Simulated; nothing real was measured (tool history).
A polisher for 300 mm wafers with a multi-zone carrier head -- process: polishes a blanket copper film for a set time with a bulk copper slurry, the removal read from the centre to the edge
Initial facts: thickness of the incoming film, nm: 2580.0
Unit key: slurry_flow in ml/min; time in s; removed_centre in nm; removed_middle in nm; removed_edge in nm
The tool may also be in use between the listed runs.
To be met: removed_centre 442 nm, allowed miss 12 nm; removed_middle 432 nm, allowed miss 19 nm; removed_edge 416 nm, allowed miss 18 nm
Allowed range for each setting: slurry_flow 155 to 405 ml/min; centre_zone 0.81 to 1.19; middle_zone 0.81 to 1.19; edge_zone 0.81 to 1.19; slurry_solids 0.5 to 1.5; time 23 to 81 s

run,hour,slurry_flow,centre_zone,middle_zone,edge_zone,slurry_solids,time,removed_centre,removed_middle,removed_edge
1,0,260,1,1,1,1,52,531.65,536.98,531.95
2,8.7,320,1,1,1,1,52,555.11,554.62,548.59
3,14.1,305,0.99,0.98,0.96,0.85,51,508.83,520.13,509.57
4,18.2,305,0.96,0.98,0.96,0.85,51,497.86,527.7,499.89
5,22.7,295,0.97,0.95,0.92,0.75,50,482.81,487.42,476.03
6,25.5,280,0.97,0.94,0.89,0.7,50,471.36,468.51,456.64
7,33.4,265,0.97,0.93,0.87,0.7,50,472.65,465.36,448.47
8,36.4,255,0.96,0.92,0.86,0.7,50,467.5,455.5,448.64
9,45,250,0.96,0.92,0.85,0.65,50,459.76,447.92,429.81
10,51.8,240,0.95,0.92,0.85,0.65,50,450.89,446.96,432.52

Consider the 5 candidate settings below. Which is the only one whose results all fall within their allowed miss of target?
A,58.6,215,1,0.9,0.82,0.6,51,?,?,?
B,58.6,310,0.97,0.94,0.81,0.55,51,?,?,?
C,58.6,205,0.97,0.96,0.83,0.65,51,?,?,?
D,58.6,250,0.94,0.98,0.85,0.55,48,?,?,?
E,58.6,310,1.02,0.97,0.93,0.55,46,?,?,?

move,removed_centre,removed_middle,removed_edge
A,467.4,431.84,422.83
B,470.59,459.69,427.16
C,459.5,459.12,428.57
D,421.77,438.23,403.61
E,441.76,425.53,409.88
A: the worst result of the last run now meets its target, but another is out of spec
B: the worst result of the last run now meets its target, but another is out of spec
C: the worst result of the last run now meets its target, but another is out of spec
D: the worst result of the last run now meets its target, but another is out of spec
E: hits every target within its allowed miss
The right move is E.
